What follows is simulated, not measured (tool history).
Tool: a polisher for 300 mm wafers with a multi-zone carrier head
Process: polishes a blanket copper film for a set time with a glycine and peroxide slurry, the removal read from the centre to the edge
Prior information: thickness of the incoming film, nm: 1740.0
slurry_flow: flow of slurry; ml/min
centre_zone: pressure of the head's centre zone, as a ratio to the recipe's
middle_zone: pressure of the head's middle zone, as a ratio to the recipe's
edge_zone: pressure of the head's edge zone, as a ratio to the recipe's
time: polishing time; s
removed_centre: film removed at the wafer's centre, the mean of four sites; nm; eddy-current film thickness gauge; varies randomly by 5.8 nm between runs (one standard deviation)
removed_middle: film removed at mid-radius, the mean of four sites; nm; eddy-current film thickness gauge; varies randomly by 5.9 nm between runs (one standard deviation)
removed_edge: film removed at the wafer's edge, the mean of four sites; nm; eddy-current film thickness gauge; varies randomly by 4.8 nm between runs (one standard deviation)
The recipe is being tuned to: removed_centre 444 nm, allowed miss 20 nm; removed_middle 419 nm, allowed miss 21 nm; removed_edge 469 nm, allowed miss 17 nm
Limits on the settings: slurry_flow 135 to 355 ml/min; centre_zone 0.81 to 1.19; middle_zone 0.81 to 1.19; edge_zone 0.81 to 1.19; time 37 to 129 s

| run | day | slurry_flow | centre_zone | middle_zone | edge_zone | time | removed_centre | removed_middle | removed_edge |
|---|---|---|---|---|---|---|---|---|---|
| 1 | 0 | 225 | 1 | 1 | 1 | 83 | 329.42 | 325.32 | 343.27 |
| 2 | 0.333 | 225 | 1.01 | 1 | 1.01 | 85 | 332.52 | 330.69 | 356.25 |
| 3 | 0.667 | 225 | 1.01 | 1.04 | 1.01 | 85 | 346.97 | 351.77 | 355.07 |
| 4 | 1.021 | 280 | 1.01 | 1.04 | 1.01 | 85 | 345.22 | 363.58 | 357.43 |
| 5 | 1.054 | 280 | 1.06 | 1.04 | 1.01 | 85 | 366.6 | 355.15 | 355.71 |
| 6 | 1.183 | 240 | 1.06 | 1.04 | 1.01 | 85 | 358.52 | 343.68 | 358.88 |
| 7 | 1.396 | 235 | 1.06 | 1.04 | 1.02 | 87 | 366.66 | 353.84 | 363.92 |
| 8 | 1.583 | 235 | 1.06 | 1.03 | 1.03 | 89 | 370.05 | 359.57 | 374.55 |
| 9 | 1.788 | 230 | 1.06 | 1.03 | 1.04 | 91 | 376.17 | 365.05 | 386.26 |
| 10 | 2 | 230 | 1.07 | 1.03 | 1.05 | 93 | 393.16 | 377.24 | 387.95 |
| 11 | 2.2 | 225 | 1.06 | 1.02 | 1.05 | 95 | 396.15 | 383.41 | 401.14 |
| 12 | 2.254 | 220 | 1.06 | 1.01 | 1.06 | 97 | 404.22 | 375.65 | 410.42 |

Exactly one of the 4 candidate moves below puts every result within its allowed miss. Which one?
| A | 2.308 | 260 | 0.98 | 1.17 | 1.08 | 101 | ? | ? | ? |
| B | 2.308 | 200 | 1.03 | 1.08 | 1.11 | 111 | ? | ? | ? |
| C | 2.308 | 210 | 1.11 | 1 | 1.01 | 88 | ? | ? | ? |
| D | 2.308 | 205 | 1.06 | 1 | 1.19 | 108 | ? | ? | ? |

| move | removed_centre | removed_middle | removed_edge |
|---|---|---|---|
| A | 404.44 | 452.71 | 434.85 |
| B | 450.49 | 449.55 | 471.03 |
| C | 387.73 | 335.96 | 364.98 |
| D | 452.63 | 411.02 | 470.42 |
A: an improvement on the last run, though not all results are within tolerance
B: the furthest-off result lands on target, but another misses its tolerance
C: lands further from the targets than the last run did
D: hits every target within its allowed miss
The right move is D.
